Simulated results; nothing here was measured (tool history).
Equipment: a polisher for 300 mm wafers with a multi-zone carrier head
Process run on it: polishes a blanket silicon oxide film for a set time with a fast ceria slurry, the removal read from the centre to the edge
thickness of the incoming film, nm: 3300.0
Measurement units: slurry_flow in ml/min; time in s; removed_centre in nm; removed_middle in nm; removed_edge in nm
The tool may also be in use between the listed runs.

run 1 hour=0 | slurry_flow=275 centre_zone=1 middle_zone=1 edge_zone=1 time=30 | removed_centre=331.18 removed_middle=332.7 removed_edge=329.77
run 2 hour=6.6 | slurry_flow=275 centre_zone=1 middle_zone=1 edge_zone=1 time=33 | removed_centre=362.18 removed_middle=355.57 removed_edge=359.68
run 3 hour=14.3 | slurry_flow=275 centre_zone=1 middle_zone=1.04 edge_zone=1 time=33 | removed_centre=361.71 removed_middle=377.76 removed_edge=362.89
run 4 hour=15 | slurry_flow=275 centre_zone=1 middle_zone=1.04 edge_zone=1 time=26 | removed_centre=289.64 removed_middle=288.24 removed_edge=282.33
run 5 hour=17.4 | slurry_flow=290 centre_zone=1.06 middle_zone=1.05 edge_zone=1.03 time=29 | removed_centre=347.14 removed_middle=334.45 removed_edge=322.21
run 6 hour=21.8 | slurry_flow=300 centre_zone=1.1 middle_zone=1.06 edge_zone=1.07 time=30 | removed_centre=370.05 removed_middle=338.24 removed_edge=344.8

Run 7, settings as shown, results not yet in. Your forecast:
run 7 hour=25 | slurry_flow=325 centre_zone=1.19 middle_zone=1.14 edge_zone=1.04 time=34 | removed_centre=? removed_middle=? removed_edge=?

removed_centre: 454.66 nm
removed_middle: 416.02 nm
removed_edge: 380.77 nm
